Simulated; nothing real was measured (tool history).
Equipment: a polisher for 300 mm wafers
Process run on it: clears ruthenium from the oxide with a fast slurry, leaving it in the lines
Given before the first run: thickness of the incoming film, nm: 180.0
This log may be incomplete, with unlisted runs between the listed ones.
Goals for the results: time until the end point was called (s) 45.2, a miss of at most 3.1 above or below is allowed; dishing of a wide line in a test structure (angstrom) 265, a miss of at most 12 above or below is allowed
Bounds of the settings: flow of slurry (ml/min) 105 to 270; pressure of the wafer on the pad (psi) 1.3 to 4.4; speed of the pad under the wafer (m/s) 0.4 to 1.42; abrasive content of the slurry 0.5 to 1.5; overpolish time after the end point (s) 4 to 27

run	hour	flow of slurry (ml/min)	pressure of the wafer on the pad (psi)	speed of the pad under the wafer (m/s)	abrasive content of the slurry	overpolish time after the end point (s)	time until the end point was called (s)	dishing of a wide line in a test structure (angstrom)
1	0	175	2.8	0.9	1	14	58.598	348.14
2	9	175	2.9	0.9	1	13	56.031	342.3
3	10.6	175	3	0.9	1	12	52.314	332.04
4	12.6	175	3	0.72	1	12	65.275	274.98
5	18.4	175	3	0.52	1	12	84.778	211.6
6	21.7	175	3	0.52	1	15	84.6	269.69
# hour 30.3: head pressure recalibrated
7	30.3	180	3.3	0.52	1	14	73.515	285.52
8	35.1	185	3.5	0.52	1	13	66.79	278.64
9	41.9	190	3.6	0.52	1	12	65.661	270.09
10	46.8	190	3.7	0.52	1	11	65.339	262.81
11	50.8	190	3.8	0.54	1	10	60.427	249.59
12	58.7	195	3.9	0.54	1	10	58.374	248.64
13	65	195	4	0.56	1	10	55.555	264.72
14	71.2	205	4.4	0.62	1	6	47.327	197.73
15	75.6	205	4.3	0.66	1	7	46.365	239.18

Of the 5 settings listed for the next run, only one would bring every result within its allowed miss of target. Which one?
A	80	225	4.3	0.68	1	9	?	?
B	80	230	3.8	0.74	1.15	9	?	?
C	80	185	4.4	0.62	1.1	9	?	?
D	80	165	4.2	0.66	1.15	9	?	?
E	80	180	4.3	0.7	1	8	?	?

move	time until the end point was called (s)	dishing of a wide line in a test structure (angstrom)
A	43.731	304.18
B	43.6	304.99
C	45.918	291.23
D	45.79	291.95
E	44.059	271.9
A: pushes the last run's worst result past its target
B: pushes the last run's worst result past its target
C: pushes the last run's worst result past its target
D: pushes the last run's worst result past its target
E: all results land within tolerance of their targets
The move that meets every target is E.
